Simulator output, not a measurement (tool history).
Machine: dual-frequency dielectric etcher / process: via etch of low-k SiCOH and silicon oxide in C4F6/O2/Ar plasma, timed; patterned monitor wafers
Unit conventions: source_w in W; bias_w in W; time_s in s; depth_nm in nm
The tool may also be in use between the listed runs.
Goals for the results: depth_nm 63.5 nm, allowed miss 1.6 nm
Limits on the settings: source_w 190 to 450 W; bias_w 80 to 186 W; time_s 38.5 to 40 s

| run | hour | source_w | bias_w | time_s | depth_nm |
|---|---|---|---|---|---|
| 1 | 0 | 320 | 133 | 38.5 | 72.037 |
| 2 | 0.8 | 320 | 133 | 40 | 75.033 |
| 3 | 4.5 | 320 | 133 | 38.5 | 72.383 |
| 4 | 7 | 360 | 133 | 38.5 | 74.963 |
| 5 | 14.5 | 360 | 133 | 40 | 78.564 |
| 6 | 22 | 410 | 133 | 40 | 82.214 |
| 7 | 23 | 370 | 120 | 39.5 | 75.546 |
| 8 | 31.3 | 340 | 113 | 39.5 | 72.071 |
| 9 | 33.7 | 320 | 108 | 39.5 | 69.765 |
| 10 | 40.3 | 300 | 105 | 39.5 | 67.967 |

4 next moves are on the table. One of them brings every result within its allowed miss. Which?
| A | 46.9 | 290 | 116 | 39 | ? |
| B | 46.9 | 300 | 91 | 39.5 | ? |
| C | 46.9 | 280 | 98 | 38.5 | ? |
| D | 46.9 | 270 | 104 | 40 | ? |

| move | depth_nm |
|---|---|
| A | 68.373 |
| B | 66.042 |
| C | 64.037 |
| D | 66.705 |
A: further off than the last run
B: gains on the last run, yet a result remains outside its allowed miss
C: each result inside its tolerance
D: gains on the last run, yet a result remains outside its allowed miss
C meets every target.
